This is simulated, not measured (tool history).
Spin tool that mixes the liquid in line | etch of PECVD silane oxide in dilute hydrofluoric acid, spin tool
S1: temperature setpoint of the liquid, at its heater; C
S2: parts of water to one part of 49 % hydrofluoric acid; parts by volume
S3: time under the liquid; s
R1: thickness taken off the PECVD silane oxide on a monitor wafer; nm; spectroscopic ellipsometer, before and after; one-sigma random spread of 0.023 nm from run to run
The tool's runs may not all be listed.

| run | hour | S1 | S2 | S3 | R1 |
|---|---|---|---|---|---|
| 1 | 0 | 23 | 170 | 60 | 5.6652 |
| 2 | 8.9 | 23 | 170 | 60 | 5.649 |
| 3 | 13.2 | 24 | 170 | 60 | 5.8991 |
| 4 | 16.2 | 24 | 170 | 60 | 5.9009 |
| 5 | 21.8 | 24 | 170 | 60 | 5.8718 |
| 6 | 28.6 | 24 | 140 | 60 | 7.3887 |
| 7 | 36.3 | 23 | 140 | 60 | 7.1364 |
| 8 | 37.8 | 23 | 140 | 60 | 7.1111 |
| 9 | 44.4 | 22.5 | 140 | 60 | 6.94 |

Predict the results of run 10:
| 10 | 52.6 | 22 | 140 | 60 | ? |

Logged for run 10: R1 6.8347 nm.

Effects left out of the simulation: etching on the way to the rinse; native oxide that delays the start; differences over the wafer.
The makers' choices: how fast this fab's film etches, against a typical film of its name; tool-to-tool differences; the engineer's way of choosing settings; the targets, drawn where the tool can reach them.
